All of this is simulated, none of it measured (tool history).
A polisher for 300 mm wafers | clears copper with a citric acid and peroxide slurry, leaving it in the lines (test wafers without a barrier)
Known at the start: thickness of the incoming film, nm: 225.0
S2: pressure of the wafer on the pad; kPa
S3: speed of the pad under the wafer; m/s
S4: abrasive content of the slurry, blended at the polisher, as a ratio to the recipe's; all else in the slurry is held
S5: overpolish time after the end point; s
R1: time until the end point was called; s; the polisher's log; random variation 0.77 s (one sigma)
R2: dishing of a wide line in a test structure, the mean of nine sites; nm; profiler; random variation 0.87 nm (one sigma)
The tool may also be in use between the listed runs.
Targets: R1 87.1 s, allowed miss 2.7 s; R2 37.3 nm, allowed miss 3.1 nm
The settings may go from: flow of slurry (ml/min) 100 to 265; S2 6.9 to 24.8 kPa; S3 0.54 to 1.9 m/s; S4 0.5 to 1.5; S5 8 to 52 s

run 1 hour=0 | flow_of_slurry_(ml/min)=170 S2=15.9 S3=1.22 S4=1 S5=26 | R1=121.7 R2=31.757
run 2 hour=1.3 | flow_of_slurry_(ml/min)=175 S2=17.2 S3=1.22 S4=1 S5=25 | R1=110.58 R2=30.837
run 3 hour=4.1 | flow_of_slurry_(ml/min)=180 S2=17.9 S3=1.22 S4=1 S5=26 | R1=106.5 R2=34.196
run 4 hour=9.5 | flow_of_slurry_(ml/min)=185 S2=18.6 S3=1.22 S4=1 S5=26 | R1=102.56 R2=34.38
run 5 hour=14.5 | flow_of_slurry_(ml/min)=185 S2=19.3 S3=1.22 S4=1 S5=26 | R1=100.1 R2=34.656
run 6 hour=21.2 | flow_of_slurry_(ml/min)=185 S2=19.3 S3=1.02 S4=1 S5=26 | R1=118.34 R2=30.657
run 7 hour=22.8 | flow_of_slurry_(ml/min)=185 S2=20.7 S3=1.02 S4=1 S5=26 | R1=112.87 R2=32.405
run 8 hour=24.7 | flow_of_slurry_(ml/min)=195 S2=21.4 S3=1.02 S4=1 S5=26 | R1=110.01 R2=34.13
run 9 hour=31.1 | flow_of_slurry_(ml/min)=195 S2=22.1 S3=1.04 S4=1 S5=25 | R1=104.35 R2=34.08
run 10 hour=33.8 | flow_of_slurry_(ml/min)=195 S2=22.8 S3=1.06 S4=1 S5=24 | R1=100.93 R2=34.307
run 11 hour=39 | flow_of_slurry_(ml/min)=195 S2=23.4 S3=1.08 S4=1 S5=24 | R1=94.66 R2=34.518

Which of these 4 next moves meets every target?
run A hour=44.2 | flow_of_slurry_(ml/min)=195 S2=22.8 S3=1.22 S4=1.05 S5=24 | R1=? R2=?
run B hour=44.2 | flow_of_slurry_(ml/min)=205 S2=24.1 S3=1.04 S4=1.25 S5=33 | R1=? R2=?
run C hour=44.2 | flow_of_slurry_(ml/min)=190 S2=23.4 S3=1.16 S4=1.1 S5=33 | R1=? R2=?
run D hour=44.2 | flow_of_slurry_(ml/min)=160 S2=24.8 S3=1.14 S4=1.05 S5=17 | R1=? R2=?

move=A R1=86.314 R2=38.027
move=B R1=91.925 R2=45.474
move=C R1=87.927 R2=46.695
move=D R1=88.538 R2=28.773
A: meets every target
B: nearer than the last run, and not there yet
C: brings the result that was furthest off to its target, and leaves another outside
D: brings the result that was furthest off to its target, and leaves another outside
Answer: A
